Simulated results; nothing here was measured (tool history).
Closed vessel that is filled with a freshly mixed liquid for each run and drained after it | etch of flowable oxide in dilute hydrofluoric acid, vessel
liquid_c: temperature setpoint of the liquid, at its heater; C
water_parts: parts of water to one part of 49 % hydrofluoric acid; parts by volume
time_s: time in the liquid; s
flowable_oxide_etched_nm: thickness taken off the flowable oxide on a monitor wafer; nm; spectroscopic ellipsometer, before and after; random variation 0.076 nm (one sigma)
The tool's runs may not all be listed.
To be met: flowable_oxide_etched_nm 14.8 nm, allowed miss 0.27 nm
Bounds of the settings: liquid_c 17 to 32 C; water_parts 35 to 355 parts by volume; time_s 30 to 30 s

run  hour  liquid_c  water_parts  time_s  flowable_oxide_etched_nm
  1     0        24          195      30                    5.3374
  2   8.5        22          195      30                    4.8915
  3    14        23          180      30                    5.6426
  4  16.2        23          130      30                    8.2455
  5  24.9        23          100      30                    11.216
  6  28.2        24          100      30                    11.583
  7  30.9        28          100      30                    13.487
  8  38.5      28.5          100      30                    13.876
  9  46.3      29.5          100      30                    14.402

4 next moves are on the table. One of them brings every result within its allowed miss. Which?
  A  54.1        31          105      30                         ?
  B  54.1        29           95      30                         ?
  C  54.1        24           85      30                         ?
  D  54.1        29          100      30                         ?

move  flowable_oxide_etched_nm
   A                    14.282
   B                    14.854
   C                     13.84
   D                    14.013
A: further off than the last run
B: meets every target
C: further off than the last run
D: further off than the last run
Move B is the one to make.

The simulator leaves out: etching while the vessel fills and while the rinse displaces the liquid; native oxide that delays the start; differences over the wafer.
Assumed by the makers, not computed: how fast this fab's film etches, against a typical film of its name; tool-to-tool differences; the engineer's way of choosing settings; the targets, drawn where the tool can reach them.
